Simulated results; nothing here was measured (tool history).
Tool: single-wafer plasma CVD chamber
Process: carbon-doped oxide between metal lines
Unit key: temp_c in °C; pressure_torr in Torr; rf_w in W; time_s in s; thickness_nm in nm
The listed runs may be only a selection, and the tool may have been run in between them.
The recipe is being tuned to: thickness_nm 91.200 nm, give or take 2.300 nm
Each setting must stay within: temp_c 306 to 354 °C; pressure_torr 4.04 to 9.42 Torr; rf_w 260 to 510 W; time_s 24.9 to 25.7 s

| run | hour | temp_c | pressure_torr | rf_w | time_s | thickness_nm |
|---|---|---|---|---|---|---|
| 1 | 0.0 | 330 | 6.73 | 385 | 24.9 | 118.080 |
| 2 | 5.7 | 333 | 6.59 | 360 | 24.9 | 108.610 |
| 3 | 10.9 | 336 | 6.42 | 350 | 24.9 | 103.910 |
| 4 | 16.1 | 339 | 6.25 | 345 | 24.9 | 101.550 |
| 5 | 24.6 | 339 | 5.19 | 345 | 24.9 | 99.700 |
| 6 | 33.0 | 339 | 5.97 | 345 | 24.9 | 100.800 |
| 7 | 41.4 | 341 | 5.86 | 340 | 24.9 | 99.568 |
| 8 | 46.5 | 342 | 5.73 | 335 | 24.9 | 96.688 |
| 9 | 49.1 | 344 | 5.65 | 335 | 24.9 | 96.013 |
| 10 | 50.7 | 345 | 5.58 | 335 | 24.9 | 96.157 |

Below are 4 possible settings for the next run. Only one of them brings all results inside the allowed miss of their targets. Which is it?
| A | 52.3 | 354 | 4.25 | 330 | 25.7 | ? |
| B | 52.3 | 336 | 5.86 | 335 | 25.7 | ? |
| C | 52.3 | 336 | 7.35 | 310 | 25.7 | ? |
| D | 52.3 | 349 | 5.06 | 340 | 25.7 | ? |

| move | thickness_nm |
|---|---|
| A | 91.446 |
| B | 102.430 |
| C | 96.128 |
| D | 97.746 |
A: in spec on every target
B: lands further from the targets than the last run did
C: no better and no worse than the last run
D: lands further from the targets than the last run did
The move that meets every target is A.
